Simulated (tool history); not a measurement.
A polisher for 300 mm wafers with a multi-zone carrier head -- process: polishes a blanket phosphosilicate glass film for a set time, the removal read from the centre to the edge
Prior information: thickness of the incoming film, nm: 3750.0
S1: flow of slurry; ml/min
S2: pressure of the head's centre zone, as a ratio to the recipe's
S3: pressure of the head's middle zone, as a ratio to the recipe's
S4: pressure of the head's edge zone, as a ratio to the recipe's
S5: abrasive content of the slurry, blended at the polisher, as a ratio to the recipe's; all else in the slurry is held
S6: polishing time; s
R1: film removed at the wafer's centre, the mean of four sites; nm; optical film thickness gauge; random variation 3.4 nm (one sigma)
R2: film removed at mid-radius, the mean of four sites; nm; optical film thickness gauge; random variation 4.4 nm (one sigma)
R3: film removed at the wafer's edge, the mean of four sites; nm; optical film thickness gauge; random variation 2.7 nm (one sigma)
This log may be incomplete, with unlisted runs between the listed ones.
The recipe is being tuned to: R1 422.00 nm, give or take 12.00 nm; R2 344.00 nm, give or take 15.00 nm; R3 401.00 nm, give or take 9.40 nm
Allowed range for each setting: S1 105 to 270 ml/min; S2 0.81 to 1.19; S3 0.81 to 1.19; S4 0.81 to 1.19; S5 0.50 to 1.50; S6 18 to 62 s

| run | hour | S1 | S2 | S3 | S4 | S5 | S6 | R1 | R2 | R3 |
|---|---|---|---|---|---|---|---|---|---|---|
| 1 | 0.0 | 175 | 1.00 | 1.00 | 1.00 | 1.00 | 40 | 374.82 | 372.64 | 360.37 |
| 2 | 5.5 | 175 | 1.00 | 1.00 | 0.95 | 1.00 | 40 | 375.59 | 377.11 | 354.53 |
| 3 | 14.5 | 175 | 1.00 | 1.00 | 0.99 | 1.00 | 40 | 372.25 | 371.18 | 356.66 |
| 4 | 18.6 | 175 | 1.00 | 1.00 | 0.99 | 0.90 | 40 | 360.11 | 369.65 | 350.68 |
| 5 | 23.8 | 175 | 0.96 | 1.00 | 0.99 | 0.90 | 40 | 345.63 | 361.23 | 346.89 |
| 6 | 25.9 | 185 | 0.98 | 0.97 | 1.02 | 0.90 | 40 | 357.37 | 349.24 | 348.67 |
| 7 | 32.0 | 185 | 0.99 | 0.96 | 1.05 | 0.95 | 40 | 365.15 | 359.94 | 365.37 |
| 8 | 33.6 | 195 | 1.01 | 0.94 | 1.07 | 0.95 | 40 | 381.25 | 360.79 | 366.54 |
| 9 | 39.6 | 195 | 1.02 | 0.92 | 1.09 | 0.95 | 40 | 379.76 | 360.32 | 375.44 |
| 10 | 47.0 | 200 | 1.04 | 0.90 | 1.11 | 0.95 | 40 | 389.62 | 343.60 | 378.76 |
| 11 | 52.0 | 205 | 1.05 | 0.89 | 1.12 | 0.95 | 40 | 394.48 | 342.78 | 376.86 |
| 12 | 60.6 | 210 | 1.05 | 0.88 | 1.13 | 0.95 | 40 | 405.11 | 339.01 | 382.96 |

Of the 5 settings listed for the next run, only one would bring every result within its allowed miss of target. Which one?
| A | 69.2 | 270 | 1.07 | 0.88 | 1.19 | 0.65 | 46 | ? | ? | ? |
| B | 69.2 | 240 | 1.14 | 0.87 | 1.10 | 0.90 | 39 | ? | ? | ? |
| C | 69.2 | 235 | 1.00 | 0.85 | 1.01 | 0.95 | 40 | ? | ? | ? |
| D | 69.2 | 235 | 1.13 | 0.85 | 1.18 | 1.10 | 39 | ? | ? | ? |
| E | 69.2 | 225 | 1.05 | 0.82 | 1.19 | 0.90 | 43 | ? | ? | ? |

| move | R1 | R2 | R3 |
|---|---|---|---|
| A | 418.66 | 350.55 | 395.82 |
| B | 421.57 | 328.46 | 363.00 |
| C | 385.38 | 336.56 | 365.83 |
| D | 447.99 | 345.61 | 401.87 |
| E | 423.92 | 342.34 | 412.07 |
A: all results land within tolerance of their targets
B: its largest miss is bigger than the last run's
C: its largest miss is bigger than the last run's
D: the worst result of the last run now meets its target, but another is out of spec
E: takes the biggest miss from the last run beyond its target
Answer: A
